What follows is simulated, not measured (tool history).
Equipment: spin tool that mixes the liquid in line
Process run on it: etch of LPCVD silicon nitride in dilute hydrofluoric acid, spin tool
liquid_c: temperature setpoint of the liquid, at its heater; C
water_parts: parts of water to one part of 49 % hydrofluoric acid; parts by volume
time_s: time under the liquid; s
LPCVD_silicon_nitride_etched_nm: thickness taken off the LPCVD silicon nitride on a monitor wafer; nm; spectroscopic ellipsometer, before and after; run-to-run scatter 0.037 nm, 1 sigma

run,day,liquid_c,water_parts,time_s,LPCVD_silicon_nitride_etched_nm
1,0.000,26.0,70,85,0.83225
2,0.050,26.0,70,85,0.84824
3,0.408,23.5,70,85,0.68938
4,0.592,20.5,70,85,0.58462
5,0.696,23.5,70,85,0.69031
6,0.846,24.5,70,85,0.72637
7,0.950,25.5,70,85,0.80425

What does the tool deliver on the next run?
8,1.042,26.5,70,85,?

{"run 8": {"LPCVD_silicon_nitride_etched_nm": 0.87633}}
